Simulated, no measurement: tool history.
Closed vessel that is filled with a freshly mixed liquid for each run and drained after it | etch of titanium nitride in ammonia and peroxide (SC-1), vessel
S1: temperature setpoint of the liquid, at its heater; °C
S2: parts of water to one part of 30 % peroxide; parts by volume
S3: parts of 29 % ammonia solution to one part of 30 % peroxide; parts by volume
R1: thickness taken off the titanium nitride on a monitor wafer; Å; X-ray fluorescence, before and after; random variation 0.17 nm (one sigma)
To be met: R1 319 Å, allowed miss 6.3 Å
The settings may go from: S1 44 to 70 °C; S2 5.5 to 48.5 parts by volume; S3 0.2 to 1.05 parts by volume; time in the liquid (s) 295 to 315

Run 1, hour 0: S1 60 °C, S2 27 parts by volume, S3 0.55 parts by volume, time in the liquid (s) 295. Result: R1 143.11 Å.
Run 2, hour 9: S1 62.5 °C, S2 25 parts by volume, S3 0.55 parts by volume, time in the liquid (s) 295. Result: R1 177.75 Å.
Run 3, hour 13.5: S1 62.5 °C, S2 25 parts by volume, S3 0.55 parts by volume, time in the liquid (s) 295. Result: R1 177.45 Å.
Run 4, hour 15.7: S1 62.5 °C, S2 31 parts by volume, S3 0.55 parts by volume, time in the liquid (s) 295. Result: R1 158.38 Å.
Run 5, hour 18.2: S1 64.5 °C, S2 28.5 parts by volume, S3 0.55 parts by volume, time in the liquid (s) 295. Result: R1 185.52 Å.
Run 6, hour 21.7: S1 66 °C, S2 26 parts by volume, S3 0.55 parts by volume, time in the liquid (s) 295. Result: R1 217.66 Å.
Run 7, hour 31.1: S1 67 °C, S2 24.5 parts by volume, S3 0.55 parts by volume, time in the liquid (s) 295. Result: R1 241.38 Å.
Run 8, hour 35.9: S1 68 °C, S2 23.5 parts by volume, S3 0.55 parts by volume, time in the liquid (s) 295. Result: R1 259.36 Å.
Run 9, hour 42.2: S1 68.5 °C, S2 22.5 parts by volume, S3 0.55 parts by volume, time in the liquid (s) 295. Result: R1 278.6 Å.
Run 10, hour 47.3: S1 69 °C, S2 22 parts by volume, S3 0.55 parts by volume, time in the liquid (s) 295. Result: R1 287.88 Å.
Run 11, hour 52.5: S1 69.5 °C, S2 21.5 parts by volume, S3 0.55 parts by volume, time in the liquid (s) 295. Result: R1 302.39 Å.

Which of these 4 next moves meets every target?
Run A, hour 57.7: S1 65 °C, S2 10 parts by volume, S3 0.5 parts by volume, time in the liquid (s) 295. Result: R1 ?.
Run B, hour 57.7: S1 63.5 °C, S2 10 parts by volume, S3 0.65 parts by volume, time in the liquid (s) 295. Result: R1 ?.
Run C, hour 57.7: S1 65.5 °C, S2 16 parts by volume, S3 0.6 parts by volume, time in the liquid (s) 295. Result: R1 ?.
Run D, hour 57.7: S1 69.5 °C, S2 19 parts by volume, S3 0.55 parts by volume, time in the liquid (s) 310. Result: R1 ?.

move      R1
   A  339.71
   B  322.76
   C  281.74
   D  340.71
A: takes the result that was furthest off past its target
B: meets every target
C: further off than the last run
D: takes the result that was furthest off past its target
Move B is the one to make.
